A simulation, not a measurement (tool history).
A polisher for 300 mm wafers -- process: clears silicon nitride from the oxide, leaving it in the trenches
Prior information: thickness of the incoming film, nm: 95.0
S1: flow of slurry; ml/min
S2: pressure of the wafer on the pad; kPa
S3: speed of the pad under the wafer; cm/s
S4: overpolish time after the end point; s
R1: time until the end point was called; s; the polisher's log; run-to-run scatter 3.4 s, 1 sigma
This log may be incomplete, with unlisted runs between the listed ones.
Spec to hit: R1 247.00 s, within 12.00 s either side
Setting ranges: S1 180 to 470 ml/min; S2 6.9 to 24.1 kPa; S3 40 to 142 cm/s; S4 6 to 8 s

run 1 hour=0.0 | S1=300 S2=15.2 S3=90 S4=8 | R1=164.11
run 2 hour=5.6 | S1=245 S2=15.2 S3=90 S4=8 | R1=168.17
run 3 hour=10.7 | S1=295 S2=15.2 S3=90 S4=8 | R1=165.19
run 4 hour=16.9 | S1=335 S2=15.2 S3=90 S4=8 | R1=166.09
run 5 hour=20.9 | S1=335 S2=13.8 S3=90 S4=8 | R1=184.63
run 6 hour=26.6 | S1=390 S2=13.8 S3=90 S4=8 | R1=184.71
run 7 hour=30.9 | S1=390 S2=13.1 S3=90 S4=8 | R1=188.77
run 8 hour=31.7 | S1=390 S2=12.4 S3=90 S4=8 | R1=192.81
run 9 hour=36.1 | S1=390 S2=8.3 S3=88 S4=8 | R1=286.06
run 10 hour=39.5 | S1=390 S2=9.0 S3=88 S4=8 | R1=258.10

Which single option among these 4 for the next run brings every result within its allowed miss of target? Just one does.
run A hour=42.9 | S1=365 S2=10.3 S3=76 S4=8 | R1=?
run B hour=42.9 | S1=470 S2=7.6 S3=96 S4=8 | R1=?
run C hour=42.9 | S1=355 S2=10.3 S3=76 S4=6 | R1=?
run D hour=42.9 | S1=440 S2=9.0 S3=92 S4=8 | R1=?

move=A R1=273.11
move=B R1=277.91
move=C R1=273.52
move=D R1=253.49
A: moves away from the targets compared with the last run
B: moves away from the targets compared with the last run
C: moves away from the targets compared with the last run
D: every result within its allowed miss
The right move is D.
